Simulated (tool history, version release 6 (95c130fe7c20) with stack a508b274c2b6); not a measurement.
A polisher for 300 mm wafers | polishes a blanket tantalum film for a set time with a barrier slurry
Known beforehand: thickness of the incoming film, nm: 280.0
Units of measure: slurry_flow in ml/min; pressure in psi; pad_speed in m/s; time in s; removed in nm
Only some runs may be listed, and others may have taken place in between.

| run | hour | slurry_flow | pressure | pad_speed | slurry_solids | time | removed |
|---|---|---|---|---|---|---|---|
| 1 | 0 | 275 | 1.6 | 1.04 | 1 | 33 | 42.798 |
| 2 | 5.6 | 275 | 1.5 | 1.04 | 1 | 33 | 40.392 |
| 3 | 10.3 | 275 | 1.5 | 1.16 | 1 | 33 | 43.595 |
| 4 | 14.7 | 275 | 1.5 | 0.9 | 1 | 33 | 34.678 |
| 5 | 21.4 | 275 | 1.7 | 0.9 | 1 | 33 | 39.29 |
| 6 | 24.6 | 275 | 1.7 | 1.14 | 1 | 33 | 50.407 |
| 7 | 31.5 | 275 | 1.5 | 1.14 | 1 | 33 | 43.334 |
| 8 | 34.1 | 275 | 1.4 | 1.14 | 1 | 33 | 40.655 |
| 9 | 35.1 | 275 | 1.3 | 1.14 | 1 | 33 | 38.739 |

Predict the results of run 10:
| 10 | 43.3 | 275 | 1.2 | 1.14 | 1 | 33 | ? |

removed: 34.315 nm
